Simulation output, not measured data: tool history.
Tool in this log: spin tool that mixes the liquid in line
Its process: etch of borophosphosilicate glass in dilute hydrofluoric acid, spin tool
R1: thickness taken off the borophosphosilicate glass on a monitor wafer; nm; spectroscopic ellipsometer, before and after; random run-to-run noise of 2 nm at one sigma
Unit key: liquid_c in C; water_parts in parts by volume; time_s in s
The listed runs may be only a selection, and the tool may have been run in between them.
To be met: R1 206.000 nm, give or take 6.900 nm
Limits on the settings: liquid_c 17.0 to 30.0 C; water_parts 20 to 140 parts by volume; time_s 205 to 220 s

Run 1, day 0.000: liquid_c 22.0 C, water_parts 75 parts by volume, time_s 205 s. Result: R1 90.393 nm.
Run 2, day 0.154: liquid_c 22.0 C, water_parts 75 parts by volume, time_s 220 s. Result: R1 94.730 nm.
Run 3, day 0.221: liquid_c 23.0 C, water_parts 70 parts by volume, time_s 220 s. Result: R1 107.820 nm.
Run 4, day 0.308: liquid_c 23.0 C, water_parts 60 parts by volume, time_s 220 s. Result: R1 127.270 nm.
Run 5, day 0.592: liquid_c 24.0 C, water_parts 55 parts by volume, time_s 220 s. Result: R1 146.010 nm.
Run 6, day 0.896: liquid_c 26.5 C, water_parts 55 parts by volume, time_s 220 s. Result: R1 161.290 nm.
Run 7, day 1.196: liquid_c 27.0 C, water_parts 55 parts by volume, time_s 220 s. Result: R1 163.720 nm.
Run 8, day 1.258: liquid_c 27.0 C, water_parts 55 parts by volume, time_s 220 s. Result: R1 166.830 nm.
Run 9, day 1.296: liquid_c 27.0 C, water_parts 55 parts by volume, time_s 220 s. Result: R1 166.350 nm.
Run 10, day 1.446: liquid_c 30.0 C, water_parts 45 parts by volume, time_s 220 s. Result: R1 231.590 nm.
Run 11, day 1.671: liquid_c 29.5 C, water_parts 45 parts by volume, time_s 220 s. Result: R1 226.100 nm.
Run 12, day 1.962: liquid_c 29.5 C, water_parts 45 parts by volume, time_s 220 s. Result: R1 224.340 nm.
Run 13, day 2.067: liquid_c 29.0 C, water_parts 45 parts by volume, time_s 220 s. Result: R1 220.670 nm.

Which one of the following 4 next-run settings gets every result inside its allowed miss? There is exactly one.
Run A, day 2.171: liquid_c 28.5 C, water_parts 45 parts by volume, time_s 210 s. Result: R1 ?.
Run B, day 2.171: liquid_c 25.5 C, water_parts 40 parts by volume, time_s 220 s. Result: R1 ?.
Run C, day 2.171: liquid_c 29.5 C, water_parts 50 parts by volume, time_s 205 s. Result: R1 ?.
Run D, day 2.171: liquid_c 30.0 C, water_parts 45 parts by volume, time_s 220 s. Result: R1 ?.

move       R1
   A  207.000
   B  217.640
   C  187.800
   D  230.150
A: every result lands within tolerance
B: closes in on the targets versus the last run, not all within tolerance yet
C: pushes the last run's worst result past its target
D: lands further from the targets than the last run did
Go with A: it meets all targets.

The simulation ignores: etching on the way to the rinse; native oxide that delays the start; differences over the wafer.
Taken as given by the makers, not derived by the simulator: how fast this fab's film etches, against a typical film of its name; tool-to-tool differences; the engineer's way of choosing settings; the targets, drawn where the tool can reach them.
